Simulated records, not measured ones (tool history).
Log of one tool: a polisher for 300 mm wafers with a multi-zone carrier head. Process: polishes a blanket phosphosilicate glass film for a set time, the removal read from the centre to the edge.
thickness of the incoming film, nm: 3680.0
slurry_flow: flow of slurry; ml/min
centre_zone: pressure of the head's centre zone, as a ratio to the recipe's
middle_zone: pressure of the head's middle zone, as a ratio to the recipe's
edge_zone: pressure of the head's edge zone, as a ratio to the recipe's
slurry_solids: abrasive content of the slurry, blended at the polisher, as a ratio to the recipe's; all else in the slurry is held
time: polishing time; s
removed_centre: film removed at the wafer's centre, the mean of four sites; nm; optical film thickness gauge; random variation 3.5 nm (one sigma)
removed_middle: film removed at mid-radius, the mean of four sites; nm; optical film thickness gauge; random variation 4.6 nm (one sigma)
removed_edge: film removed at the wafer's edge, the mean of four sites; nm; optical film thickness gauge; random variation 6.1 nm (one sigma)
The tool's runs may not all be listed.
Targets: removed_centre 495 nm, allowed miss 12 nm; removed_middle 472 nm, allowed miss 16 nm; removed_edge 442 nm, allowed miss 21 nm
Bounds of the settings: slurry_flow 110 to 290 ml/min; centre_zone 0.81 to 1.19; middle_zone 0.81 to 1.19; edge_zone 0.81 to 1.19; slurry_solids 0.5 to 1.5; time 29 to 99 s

{"run": 1, "hour": 0.0, "slurry_flow": 185, "centre_zone": 1, "middle_zone": 1, "edge_zone": 1, "slurry_solids": 1, "time": 64, "removed_centre": 302.57, "removed_middle": 301.99, "removed_edge": 313.44}
{"run": 2, "hour": 7.8, "slurry_flow": 195, "centre_zone": 1.03, "middle_zone": 1.03, "edge_zone": 1.02, "slurry_solids": 1.1, "time": 64, "removed_centre": 320.4, "removed_middle": 327.41, "removed_edge": 330.56}
{"run": 3, "hour": 15.1, "slurry_flow": 205, "centre_zone": 1.06, "middle_zone": 1.04, "edge_zone": 1.02, "slurry_solids": 1.15, "time": 65, "removed_centre": 345.89, "removed_middle": 340.11, "removed_edge": 335.47}
{"run": 4, "hour": 23.7, "slurry_flow": 205, "centre_zone": 1.06, "middle_zone": 1.04, "edge_zone": 1.08, "slurry_solids": 1.15, "time": 65, "removed_centre": 344.87, "removed_middle": 341.91, "removed_edge": 344.74}
{"run": 5, "hour": 32.0, "slurry_flow": 230, "centre_zone": 1.06, "middle_zone": 1.04, "edge_zone": 1.08, "slurry_solids": 1.15, "time": 65, "removed_centre": 357.88, "removed_middle": 347.33, "removed_edge": 350.76}
{"run": 6, "hour": 40.3, "slurry_flow": 235, "centre_zone": 1.07, "middle_zone": 1.05, "edge_zone": 1.09, "slurry_solids": 1.2, "time": 66, "removed_centre": 365.18, "removed_middle": 366.27, "removed_edge": 361.29}
{"run": 7, "hour": 44.6, "slurry_flow": 250, "centre_zone": 1.17, "middle_zone": 1.04, "edge_zone": 1.06, "slurry_solids": 1.45, "time": 75, "removed_centre": 485.69, "removed_middle": 438.03, "removed_edge": 428.67}
{"hour": 53.0, "done": "slurry nozzle cleaned"}
{"run": 8, "hour": 53.0, "slurry_flow": 255, "centre_zone": 1.17, "middle_zone": 1.05, "edge_zone": 1.06, "slurry_solids": 1.45, "time": 75, "removed_centre": 517.37, "removed_middle": 455.29, "removed_edge": 449.28}
{"run": 9, "hour": 58.9, "slurry_flow": 250, "centre_zone": 1.16, "middle_zone": 1.06, "edge_zone": 1.05, "slurry_solids": 1.45, "time": 75, "removed_centre": 507.77, "removed_middle": 469.99, "removed_edge": 444.18}

Which of these 5 next moves meets every target?
{"run": "A", "hour": 64.8, "slurry_flow": 270, "centre_zone": 1.18, "middle_zone": 1.1, "edge_zone": 1.03, "slurry_solids": 1.45, "time": 75, "removed_centre": "?", "removed_middle": "?", "removed_edge": "?"}
{"run": "B", "hour": 64.8, "slurry_flow": 285, "centre_zone": 1.14, "middle_zone": 1.09, "edge_zone": 1.05, "slurry_solids": 1.5, "time": 72, "removed_centre": "?", "removed_middle": "?", "removed_edge": "?"}
{"run": "C", "hour": 64.8, "slurry_flow": 220, "centre_zone": 1.09, "middle_zone": 1.07, "edge_zone": 1.08, "slurry_solids": 1.45, "time": 75, "removed_centre": "?", "removed_middle": "?", "removed_edge": "?"}
{"run": "D", "hour": 64.8, "slurry_flow": 285, "centre_zone": 1.13, "middle_zone": 0.93, "edge_zone": 1.07, "slurry_solids": 1.2, "time": 83, "removed_centre": "?", "removed_middle": "?", "removed_edge": "?"}
{"run": "E", "hour": 64.8, "slurry_flow": 270, "centre_zone": 1.11, "middle_zone": 1.03, "edge_zone": 1.01, "slurry_solids": 1.45, "time": 78, "removed_centre": "?", "removed_middle": "?", "removed_edge": "?"}

move=A removed_centre=530.42 removed_middle=489.78 removed_edge=443.89
move=B removed_centre=500.1 removed_middle=474.21 removed_edge=436.33
move=C removed_centre=477.3 removed_middle=467.74 removed_edge=446.02
move=D removed_centre=530.75 removed_middle=444.53 removed_edge=472.79
move=E removed_centre=518.45 removed_middle=481.81 removed_edge=458.05
A: further off than the last run
B: meets every target
C: takes the result that was furthest off past its target
D: further off than the last run
E: further off than the last run
Move B is the one to make.

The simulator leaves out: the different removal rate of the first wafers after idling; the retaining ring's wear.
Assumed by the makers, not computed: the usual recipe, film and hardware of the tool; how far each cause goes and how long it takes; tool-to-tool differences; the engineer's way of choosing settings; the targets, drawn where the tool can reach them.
